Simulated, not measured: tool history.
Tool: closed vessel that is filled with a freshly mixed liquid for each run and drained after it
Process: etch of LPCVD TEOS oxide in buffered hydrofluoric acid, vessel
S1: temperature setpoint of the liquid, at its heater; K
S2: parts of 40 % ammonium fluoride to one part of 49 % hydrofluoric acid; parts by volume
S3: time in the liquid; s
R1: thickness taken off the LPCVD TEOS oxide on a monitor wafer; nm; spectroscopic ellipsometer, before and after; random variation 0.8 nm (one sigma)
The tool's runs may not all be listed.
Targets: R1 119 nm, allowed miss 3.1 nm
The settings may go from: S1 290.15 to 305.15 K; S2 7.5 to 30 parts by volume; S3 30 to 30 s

| run | hour | S1 | S2 | S3 | R1 |
|---|---|---|---|---|---|
| 1 | 0 | 298.15 | 21 | 30 | 50.205 |
| 2 | 7.6 | 298.15 | 21 | 30 | 50.261 |
| 3 | 12.1 | 298.15 | 21 | 30 | 49.913 |
| 4 | 15.6 | 298.65 | 19.5 | 30 | 54.896 |
| 5 | 24.1 | 298.65 | 15.5 | 30 | 67.666 |
| 6 | 28.6 | 298.65 | 15.5 | 30 | 68.61 |
| 7 | 37.1 | 299.15 | 15 | 30 | 71.735 |
| 8 | 43.4 | 299.65 | 14.5 | 30 | 77.258 |
| 9 | 47.2 | 300.15 | 14.5 | 30 | 78.883 |
| 10 | 54.3 | 300.65 | 14.5 | 30 | 80.644 |
| 11 | 60.8 | 301.15 | 14 | 30 | 85.503 |
| 12 | 67 | 305.15 | 11 | 30 | 134.61 |
| 13 | 69.6 | 304.15 | 11 | 30 | 126.9 |

Which of these 5 next moves meets every target?
| A | 72.2 | 300.15 | 8 | 30 | ? |
| B | 72.2 | 305.15 | 11 | 30 | ? |
| C | 72.2 | 302.15 | 8.5 | 30 | ? |
| D | 72.2 | 304.65 | 11 | 30 | ? |
| E | 72.2 | 304.65 | 12 | 30 | ? |

| move | R1 |
|---|---|
| A | 137.03 |
| B | 133.86 |
| C | 142.69 |
| D | 130.43 |
| E | 119.83 |
A: further off than the last run
B: further off than the last run
C: further off than the last run
D: further off than the last run
E: meets every target
Move E is the one to make.

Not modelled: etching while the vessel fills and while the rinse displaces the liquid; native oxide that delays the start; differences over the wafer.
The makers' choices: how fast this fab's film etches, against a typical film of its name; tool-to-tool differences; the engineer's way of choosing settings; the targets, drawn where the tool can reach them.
